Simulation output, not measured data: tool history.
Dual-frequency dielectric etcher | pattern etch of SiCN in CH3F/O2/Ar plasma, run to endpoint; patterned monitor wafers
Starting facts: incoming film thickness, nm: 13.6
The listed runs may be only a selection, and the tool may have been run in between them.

Run 1, hour 0.0: source power (W) 430, bias power (W) 68. Result: endpoint time (s) 36.111.
Run 2, hour 3.9: source power (W) 460, bias power (W) 68. Result: endpoint time (s) 35.128.
Run 3, hour 6.5: source power (W) 460, bias power (W) 63. Result: endpoint time (s) 36.367.
Run 4, hour 7.7: source power (W) 460, bias power (W) 52. Result: endpoint time (s) 39.092.
Run 5, hour 13.8: source power (W) 510, bias power (W) 54. Result: endpoint time (s) 37.011.
Run 6, hour 20.3: source power (W) 540, bias power (W) 55. Result: endpoint time (s) 36.015.

Run 7, settings as shown, results not yet in. Your forecast:
Run 7, hour 25.1: source power (W) 560, bias power (W) 56. Result: endpoint time (s) ?.

{"run 7": {"endpoint time (s)": 35.303}}

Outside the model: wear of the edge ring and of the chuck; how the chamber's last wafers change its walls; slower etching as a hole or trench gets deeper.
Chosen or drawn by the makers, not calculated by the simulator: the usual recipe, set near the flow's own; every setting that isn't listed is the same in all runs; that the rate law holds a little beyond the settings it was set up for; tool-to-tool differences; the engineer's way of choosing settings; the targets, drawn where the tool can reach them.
